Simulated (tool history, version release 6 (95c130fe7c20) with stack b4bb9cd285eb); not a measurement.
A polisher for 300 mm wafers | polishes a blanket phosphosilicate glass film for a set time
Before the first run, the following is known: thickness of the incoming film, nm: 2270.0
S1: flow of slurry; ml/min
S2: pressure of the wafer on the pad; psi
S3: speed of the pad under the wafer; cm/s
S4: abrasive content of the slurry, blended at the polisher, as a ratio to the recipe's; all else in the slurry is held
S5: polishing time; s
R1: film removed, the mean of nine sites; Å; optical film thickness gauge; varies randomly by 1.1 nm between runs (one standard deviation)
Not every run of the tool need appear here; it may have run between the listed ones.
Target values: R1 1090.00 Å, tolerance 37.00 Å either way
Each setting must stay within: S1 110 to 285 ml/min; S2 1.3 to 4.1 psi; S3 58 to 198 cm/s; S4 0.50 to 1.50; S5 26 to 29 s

{"run": 1, "hour": 0.0, "S1": 180, "S2": 2.7, "S3": 128, "S4": 1.0, "S5": 29, "R1": 2662.4}
{"run": 2, "hour": 4.0, "S1": 135, "S2": 2.7, "S3": 128, "S4": 1.0, "S5": 29, "R1": 2541.4}
{"run": 3, "hour": 6.0, "S1": 135, "S2": 2.3, "S3": 116, "S4": 1.0, "S5": 29, "R1": 2019.0}
{"run": 4, "hour": 9.4, "S1": 135, "S2": 2.3, "S3": 116, "S4": 0.9, "S5": 29, "R1": 1903.5}
{"run": 5, "hour": 11.0, "S1": 135, "S2": 2.0, "S3": 110, "S4": 0.9, "S5": 29, "R1": 1583.6}
{"run": 6, "hour": 12.0, "S1": 135, "S2": 1.8, "S3": 108, "S4": 0.9, "S5": 29, "R1": 1418.5}
{"run": 7, "hour": 14.9, "S1": 135, "S2": 1.7, "S3": 106, "S4": 0.9, "S5": 29, "R1": 1326.0}
{"run": 8, "hour": 21.7, "S1": 135, "S2": 1.6, "S3": 106, "S4": 0.9, "S5": 29, "R1": 1230.1}
{"run": 9, "hour": 29.1, "S1": 135, "S2": 1.5, "S3": 106, "S4": 0.9, "S5": 29, "R1": 1164.2}

Which of these 4 next moves meets every target?
{"run": "A", "hour": 36.5, "S1": 115, "S2": 1.3, "S3": 140, "S4": 0.9, "S5": 28, "R1": "?"}
{"run": "B", "hour": 36.5, "S1": 150, "S2": 1.4, "S3": 106, "S4": 0.85, "S5": 26, "R1": "?"}
{"run": "C", "hour": 36.5, "S1": 110, "S2": 1.4, "S3": 140, "S4": 0.85, "S5": 26, "R1": "?"}
{"run": "D", "hour": 36.5, "S1": 110, "S2": 1.6, "S3": 108, "S4": 0.9, "S5": 26, "R1": "?"}

move=A R1=1194.10
move=B R1=967.64
move=C R1=1151.30
move=D R1=1088.00
A: further off than the last run
B: takes the result that was furthest off past its target
C: nearer the targets than the last run, but a result is still out of spec
D: each result inside its tolerance
The move that meets every target is D.
